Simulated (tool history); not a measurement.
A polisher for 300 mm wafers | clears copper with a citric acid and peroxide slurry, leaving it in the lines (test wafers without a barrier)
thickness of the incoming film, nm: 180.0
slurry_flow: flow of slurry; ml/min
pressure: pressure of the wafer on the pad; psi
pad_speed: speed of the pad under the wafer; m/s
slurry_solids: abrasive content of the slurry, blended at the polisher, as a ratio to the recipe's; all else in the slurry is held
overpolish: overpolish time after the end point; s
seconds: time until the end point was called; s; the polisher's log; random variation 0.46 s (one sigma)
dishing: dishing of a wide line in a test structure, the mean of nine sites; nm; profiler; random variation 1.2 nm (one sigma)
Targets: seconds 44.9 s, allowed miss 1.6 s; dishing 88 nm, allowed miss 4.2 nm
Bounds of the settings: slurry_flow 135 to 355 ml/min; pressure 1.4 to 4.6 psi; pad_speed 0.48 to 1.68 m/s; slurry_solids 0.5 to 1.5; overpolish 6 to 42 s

| run | day | slurry_flow | pressure | pad_speed | slurry_solids | overpolish | seconds | dishing |
|---|---|---|---|---|---|---|---|---|
| 1 | 0 | 225 | 3 | 1.08 | 1 | 21 | 72.394 | 42.893 |
| 2 | 0.371 | 225 | 3.4 | 1.08 | 1 | 23 | 63.606 | 50.767 |
| 3 | 0.642 | 225 | 3.7 | 1.08 | 1 | 23 | 58.593 | 54.782 |
| 4 | 0.838 | 225 | 3.7 | 1.08 | 1 | 15 | 57.228 | 38.324 |
|  | 1.012 | worn pad replaced by a new one |
| 5 | 1.012 | 225 | 4 | 1.08 | 1 | 15 | 48.173 | 44.972 |
| 6 | 1.221 | 220 | 4.1 | 1.08 | 1 | 19 | 45.988 | 56.127 |
| 7 | 1.375 | 220 | 4.1 | 1.08 | 1 | 22 | 45.943 | 64.534 |
| 8 | 1.75 | 215 | 4.2 | 1.08 | 1 | 30 | 45.574 | 82.66 |

Which of these 4 next moves meets every target?
| A | 2.125 | 250 | 3.9 | 1.18 | 1.1 | 28 | ? | ? |
| B | 2.125 | 240 | 4.3 | 1.04 | 1.05 | 32 | ? | ? |
| C | 2.125 | 205 | 3.8 | 1.34 | 1.1 | 31 | ? | ? |
| D | 2.125 | 225 | 4.1 | 1.16 | 0.75 | 28 | ? | ? |

| move | seconds | dishing |
|---|---|---|
| A | 44.233 | 80.724 |
| B | 44.882 | 88.876 |
| C | 42.082 | 89.84 |
| D | 45.866 | 78.892 |
A: further off than the last run
B: meets every target
C: brings the result that was furthest off to its target, and leaves another outside
D: further off than the last run
Move B is the one to make.
